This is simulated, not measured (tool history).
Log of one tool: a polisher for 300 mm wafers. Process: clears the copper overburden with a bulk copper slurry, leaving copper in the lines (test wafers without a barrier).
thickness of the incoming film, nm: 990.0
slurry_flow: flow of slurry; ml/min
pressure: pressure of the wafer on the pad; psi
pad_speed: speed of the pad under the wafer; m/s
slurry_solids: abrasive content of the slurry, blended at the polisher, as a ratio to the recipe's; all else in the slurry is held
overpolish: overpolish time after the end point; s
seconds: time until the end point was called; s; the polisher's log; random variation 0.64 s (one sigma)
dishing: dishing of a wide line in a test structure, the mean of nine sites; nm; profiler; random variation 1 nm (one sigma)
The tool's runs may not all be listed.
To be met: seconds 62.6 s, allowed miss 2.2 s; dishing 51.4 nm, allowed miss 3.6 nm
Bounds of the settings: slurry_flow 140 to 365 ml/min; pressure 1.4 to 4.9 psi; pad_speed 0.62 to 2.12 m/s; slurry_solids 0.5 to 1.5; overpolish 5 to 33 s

| run | hour | slurry_flow | pressure | pad_speed | slurry_solids | overpolish | seconds | dishing |
|---|---|---|---|---|---|---|---|---|
| 1 | 0 | 235 | 3.1 | 1.36 | 1 | 17 | 76.075 | 112.3 |
| 2 | 5.2 | 235 | 3.1 | 1.36 | 1 | 11 | 76.241 | 83.366 |
| 3 | 6.1 | 275 | 3.1 | 1.36 | 1 | 11 | 74.281 | 84.098 |
| 4 | 8.4 | 275 | 2.3 | 1.36 | 1 | 11 | 100.34 | 66.643 |
| 5 | 16.7 | 285 | 2.3 | 1.44 | 1 | 10 | 94.6 | 64.344 |
| 6 | 24.3 | 285 | 1.7 | 1.44 | 1 | 10 | 125.37 | 50.67 |
| 7 | 25.5 | 295 | 1.7 | 1.52 | 1.05 | 9 | 118.52 | 48.099 |
| 8 | 28.1 | 300 | 1.8 | 1.58 | 1.1 | 8 | 108.39 | 46.852 |

Which of these 4 next moves meets every target?
| A | 30.7 | 305 | 2.1 | 1.74 | 1.2 | 6 | ? | ? |
| B | 30.7 | 245 | 1.4 | 1.04 | 1 | 14 | ? | ? |
| C | 30.7 | 305 | 1.4 | 0.78 | 1.4 | 17 | ? | ? |
| D | 30.7 | 355 | 2.2 | 2.12 | 1.25 | 5 | ? | ? |

| move | seconds | dishing |
|---|---|---|
| A | 81.45 | 46.619 |
| B | 207.34 | 42.013 |
| C | 250.96 | 42.124 |
| D | 63.073 | 49.731 |
A: nearer than the last run, and not there yet
B: further off than the last run
C: further off than the last run
D: meets every target
The right move is D.
